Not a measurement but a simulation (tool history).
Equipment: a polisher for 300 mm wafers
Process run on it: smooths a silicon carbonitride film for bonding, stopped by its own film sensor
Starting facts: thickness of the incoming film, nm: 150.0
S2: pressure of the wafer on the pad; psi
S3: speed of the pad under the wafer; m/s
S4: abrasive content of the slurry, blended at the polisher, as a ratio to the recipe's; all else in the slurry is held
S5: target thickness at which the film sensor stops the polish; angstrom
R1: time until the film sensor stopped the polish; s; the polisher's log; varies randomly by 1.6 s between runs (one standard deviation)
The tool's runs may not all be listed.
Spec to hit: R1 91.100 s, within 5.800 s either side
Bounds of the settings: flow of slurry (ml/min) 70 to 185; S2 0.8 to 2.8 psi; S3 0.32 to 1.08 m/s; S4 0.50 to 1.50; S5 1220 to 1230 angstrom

Run 1, hour 0.0: flow of slurry (ml/min) 120, S2 1.8 psi, S3 0.70 m/s, S4 1.00, S5 1230 angstrom. Result: R1 151.060 s.
Run 2, hour 3.0: flow of slurry (ml/min) 145, S2 1.8 psi, S3 0.70 m/s, S4 1.00, S5 1230 angstrom. Result: R1 147.410 s.
Run 3, hour 6.6: flow of slurry (ml/min) 145, S2 1.8 psi, S3 0.70 m/s, S4 0.90, S5 1230 angstrom. Result: R1 151.490 s.
Run 4, hour 11.8: flow of slurry (ml/min) 145, S2 2.0 psi, S3 0.72 m/s, S4 0.90, S5 1230 angstrom. Result: R1 133.090 s.
Run 5, hour 16.0: flow of slurry (ml/min) 125, S2 2.0 psi, S3 0.72 m/s, S4 0.90, S5 1230 angstrom. Result: R1 136.670 s.
Run 6, hour 19.9: flow of slurry (ml/min) 125, S2 2.0 psi, S3 0.72 m/s, S4 0.90, S5 1220 angstrom. Result: R1 140.280 s.
Run 7, hour 22.9: flow of slurry (ml/min) 125, S2 2.2 psi, S3 0.74 m/s, S4 0.90, S5 1220 angstrom. Result: R1 125.510 s.
Run 8, hour 24.3: flow of slurry (ml/min) 125, S2 2.3 psi, S3 0.76 m/s, S4 0.90, S5 1220 angstrom. Result: R1 119.250 s.

Exactly one of the 5 candidate moves below puts every result within its allowed miss. Which one?
Run A, hour 25.7: flow of slurry (ml/min) 120, S2 1.7 psi, S3 0.78 m/s, S4 1.15, S5 1220 angstrom. Result: R1 ?.
Run B, hour 25.7: flow of slurry (ml/min) 100, S2 1.9 psi, S3 0.62 m/s, S4 0.90, S5 1220 angstrom. Result: R1 ?.
Run C, hour 25.7: flow of slurry (ml/min) 115, S2 2.4 psi, S3 0.64 m/s, S4 0.95, S5 1220 angstrom. Result: R1 ?.
Run D, hour 25.7: flow of slurry (ml/min) 125, S2 2.8 psi, S3 0.72 m/s, S4 1.10, S5 1230 angstrom. Result: R1 ?.
Run E, hour 25.7: flow of slurry (ml/min) 80, S2 2.3 psi, S3 0.76 m/s, S4 0.90, S5 1220 angstrom. Result: R1 ?.

move       R1
   A  144.050
   B  175.430
   C  129.100
   D   91.398
   E  133.140
A: its largest miss is bigger than the last run's
B: its largest miss is bigger than the last run's
C: its largest miss is bigger than the last run's
D: meets every target
E: its largest miss is bigger than the last run's
Go with D: it meets all targets.

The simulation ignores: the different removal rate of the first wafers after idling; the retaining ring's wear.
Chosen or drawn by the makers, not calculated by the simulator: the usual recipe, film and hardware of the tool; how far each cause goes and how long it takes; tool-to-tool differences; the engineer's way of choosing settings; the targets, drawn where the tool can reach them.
